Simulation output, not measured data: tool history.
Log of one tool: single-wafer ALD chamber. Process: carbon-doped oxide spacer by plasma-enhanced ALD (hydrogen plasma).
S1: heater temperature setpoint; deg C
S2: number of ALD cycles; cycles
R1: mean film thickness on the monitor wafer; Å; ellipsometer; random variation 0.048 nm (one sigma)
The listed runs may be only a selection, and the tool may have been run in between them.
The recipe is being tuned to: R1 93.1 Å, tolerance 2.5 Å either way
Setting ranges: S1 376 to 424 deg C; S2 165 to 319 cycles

run  hour   S1   S2      R1
  1     0  400  242  123.57
  2   6.5  392  242  123.53
  3   7.1  383  242   124.6
  4  11.5  383  220  113.26
  5  14.6  383  206  106.04
  6  22.8  383  193  99.298
  7  25.9  383  189  96.712
  8  31.1  383  187  95.256

4 next moves are on the table. One of them brings every result within its allowed miss. Which?
  A  36.3  380  201   ?
  B  36.3  386  193   ?
  C  36.3  379  181   ?
  D  36.3  377  191   ?

move      R1
   A  102.78
   B  98.688
   C  92.552
   D  97.665
A: further off than the last run
B: further off than the last run
C: meets every target
D: further off than the last run
Go with C: it meets all targets.

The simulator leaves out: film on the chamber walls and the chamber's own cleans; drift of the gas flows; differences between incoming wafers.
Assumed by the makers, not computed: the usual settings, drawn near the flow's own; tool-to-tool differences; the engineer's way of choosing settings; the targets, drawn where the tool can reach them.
